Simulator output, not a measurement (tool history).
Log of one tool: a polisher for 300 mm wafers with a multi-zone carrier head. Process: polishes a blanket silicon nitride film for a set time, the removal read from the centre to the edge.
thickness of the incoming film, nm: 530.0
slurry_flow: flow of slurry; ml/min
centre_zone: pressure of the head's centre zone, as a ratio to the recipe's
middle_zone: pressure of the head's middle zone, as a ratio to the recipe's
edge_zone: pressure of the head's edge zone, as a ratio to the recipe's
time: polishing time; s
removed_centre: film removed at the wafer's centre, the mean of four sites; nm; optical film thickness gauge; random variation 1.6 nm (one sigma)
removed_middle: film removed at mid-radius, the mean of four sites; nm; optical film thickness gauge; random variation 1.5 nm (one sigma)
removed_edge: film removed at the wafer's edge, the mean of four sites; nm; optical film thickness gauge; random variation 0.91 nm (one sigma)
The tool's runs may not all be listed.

run,hour,slurry_flow,centre_zone,middle_zone,edge_zone,time,removed_centre,removed_middle,removed_edge
1,0.0,310,1.00,1.00,1.00,69,120.46,121.53,123.10
2,3.4,310,0.96,1.00,1.00,69,120.86,120.32,122.84
3,4.9,310,0.96,1.00,1.08,69,115.30,119.76,126.97
4,9.5,310,1.02,1.00,1.08,69,123.04,118.24,126.18
5,11.5,310,1.02,1.00,1.15,69,126.56,119.08,131.67
6,19.0,310,1.07,1.00,1.15,69,129.51,119.56,131.43

The next listed run, before its measurement:
7,26.4,315,1.04,1.04,1.16,70,?,?,?

Run 7 gave removed_centre 129.76 nm, removed_middle 125.38 nm, removed_edge 134.65 nm.

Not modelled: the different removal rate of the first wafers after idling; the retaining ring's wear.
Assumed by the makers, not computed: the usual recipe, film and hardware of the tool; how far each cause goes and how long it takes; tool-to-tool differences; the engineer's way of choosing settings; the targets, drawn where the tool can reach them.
